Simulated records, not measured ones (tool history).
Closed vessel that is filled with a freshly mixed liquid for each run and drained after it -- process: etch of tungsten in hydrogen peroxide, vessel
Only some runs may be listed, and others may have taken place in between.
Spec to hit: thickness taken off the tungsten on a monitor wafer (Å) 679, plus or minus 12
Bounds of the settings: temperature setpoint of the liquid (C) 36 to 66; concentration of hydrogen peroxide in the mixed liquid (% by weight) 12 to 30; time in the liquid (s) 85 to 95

run	day	temperature setpoint of the liquid (C)	concentration of hydrogen peroxide in the mixed liquid (% by weight)	time in the liquid (s)	thickness taken off the tungsten on a monitor wafer (Å)
1	0	52	20.5	85	1136.5
2	0.067	52	20.5	85	1140.3
3	0.296	48.5	20.5	85	915.11
4	0.65	47.5	20.5	85	855.18
5	0.875	47	20.5	85	836.95
6	1.171	47	24.5	85	910.86
7	1.338	46	24.5	85	855.82
8	1.392	45.5	24.5	85	833.15

Of the 5 settings listed for the next run, only one would bring every result within its allowed miss of target. Which one?
A	1.446	42.5	24	85	?
B	1.446	41	22.5	85	?
C	1.446	49	21.5	90	?
D	1.446	41.5	25	95	?
E	1.446	47	23	85	?

move	thickness taken off the tungsten on a monitor wafer (Å)
A	675.43
B	593.8
C	1017.9
D	722.51
E	878.56
A: all results in spec
B: pushes the last run's worst result past its target
C: moves away from the targets compared with the last run
D: moves toward the targets from the last run without getting all of them in spec
E: moves away from the targets compared with the last run
Answer: A
